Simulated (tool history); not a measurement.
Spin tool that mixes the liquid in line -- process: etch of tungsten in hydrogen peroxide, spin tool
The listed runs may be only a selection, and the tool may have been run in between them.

run	hour	temperature setpoint of the liquid (°C)	concentration of hydrogen peroxide in the mixed liquid (% by weight)	time under the liquid (s)	thickness taken off the tungsten on a monitor wafer (Å)
1	0	46	19.5	15	154.33
2	4.2	48.5	19.5	15	182.53
3	5.8	48.5	22	15	190.12
4	11.2	50.5	22	15	215.81
5	13.9	44	22	15	145.74
6	16.4	47	22	15	175.86
7	25	49	22	15	198.55

The next listed run, before its measurement:
8	29.2	50.5	22	15	?

Logged for run 8: thickness taken off the tungsten on a monitor wafer (Å) 218.94.
